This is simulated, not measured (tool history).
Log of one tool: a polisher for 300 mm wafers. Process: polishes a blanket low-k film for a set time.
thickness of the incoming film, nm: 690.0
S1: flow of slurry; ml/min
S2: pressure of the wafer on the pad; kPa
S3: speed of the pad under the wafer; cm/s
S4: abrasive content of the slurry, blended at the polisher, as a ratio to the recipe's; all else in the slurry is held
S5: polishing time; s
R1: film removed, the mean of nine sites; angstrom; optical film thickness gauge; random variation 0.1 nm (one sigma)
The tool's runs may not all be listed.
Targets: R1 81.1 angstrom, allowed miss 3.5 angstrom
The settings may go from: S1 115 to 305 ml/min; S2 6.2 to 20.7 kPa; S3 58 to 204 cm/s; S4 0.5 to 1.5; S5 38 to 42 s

Run 1, day 0: S1 195 ml/min, S2 13.1 kPa, S3 130 cm/s, S4 1, S5 42 s. Result: R1 164.8 angstrom.
Run 2, day 0.046: S1 195 ml/min, S2 11.7 kPa, S3 126 cm/s, S4 1, S5 42 s. Result: R1 150.65 angstrom.
Run 3, day 0.321: S1 195 ml/min, S2 11.7 kPa, S3 126 cm/s, S4 1, S5 38 s. Result: R1 134.99 angstrom.
Run 4, day 0.458: S1 195 ml/min, S2 11.7 kPa, S3 126 cm/s, S4 1.15, S5 38 s. Result: R1 145.12 angstrom.
Run 5, day 0.821: S1 195 ml/min, S2 11 kPa, S3 120 cm/s, S4 1.15, S5 38 s. Result: R1 133.5 angstrom.
Run 6, day 0.988: S1 195 ml/min, S2 14.5 kPa, S3 120 cm/s, S4 1.15, S5 38 s. Result: R1 157.67 angstrom.
Run 7, day 1.35: S1 195 ml/min, S2 13.1 kPa, S3 114 cm/s, S4 1.15, S5 38 s. Result: R1 142.44 angstrom.
Run 8, day 1.546: S1 195 ml/min, S2 11.7 kPa, S3 108 cm/s, S4 1.15, S5 38 s. Result: R1 126.19 angstrom.
Run 9, day 1.85: S1 195 ml/min, S2 11 kPa, S3 104 cm/s, S4 1.15, S5 38 s. Result: R1 116.12 angstrom.
Run 10, day 2.208: S1 195 ml/min, S2 10.3 kPa, S3 102 cm/s, S4 1.15, S5 38 s. Result: R1 111.45 angstrom.
Run 11, day 2.525: S1 195 ml/min, S2 9.7 kPa, S3 100 cm/s, S4 1.15, S5 38 s. Result: R1 107.33 angstrom.
Run 12, day 2.775: S1 195 ml/min, S2 9 kPa, S3 98 cm/s, S4 1.15, S5 38 s. Result: R1 101.21 angstrom.
Run 13, day 2.862: S1 195 ml/min, S2 8.3 kPa, S3 96 cm/s, S4 1.15, S5 38 s. Result: R1 94.931 angstrom.
Run 14, day 2.933: S1 195 ml/min, S2 7.6 kPa, S3 96 cm/s, S4 1.15, S5 38 s. Result: R1 92.527 angstrom.
Run 15, day 3.15: S1 190 ml/min, S2 6.2 kPa, S3 88 cm/s, S4 1.15, S5 38 s. Result: R1 77.232 angstrom.
Run 16, day 3.492: S1 200 ml/min, S2 6.2 kPa, S3 88 cm/s, S4 1.15, S5 38 s. Result: R1 76.814 angstrom.

4 next moves are on the table. One of them brings every result within its allowed miss. Which?
Run A, day 3.833: S1 180 ml/min, S2 6.2 kPa, S3 88 cm/s, S4 1.1, S5 38 s. Result: R1 ?.
Run B, day 3.833: S1 220 ml/min, S2 6.2 kPa, S3 84 cm/s, S4 1.2, S5 38 s. Result: R1 ?.
Run C, day 3.833: S1 200 ml/min, S2 6.2 kPa, S3 92 cm/s, S4 1.1, S5 39 s. Result: R1 ?.
Run D, day 3.833: S1 200 ml/min, S2 6.9 kPa, S3 66 cm/s, S4 1.25, S5 41 s. Result: R1 ?.

move      R1
   A  74.539
   B  75.668
   C  80.282
   D  70.932
A: further off than the last run
B: further off than the last run
C: meets every target
D: further off than the last run
Move C is the one to make.

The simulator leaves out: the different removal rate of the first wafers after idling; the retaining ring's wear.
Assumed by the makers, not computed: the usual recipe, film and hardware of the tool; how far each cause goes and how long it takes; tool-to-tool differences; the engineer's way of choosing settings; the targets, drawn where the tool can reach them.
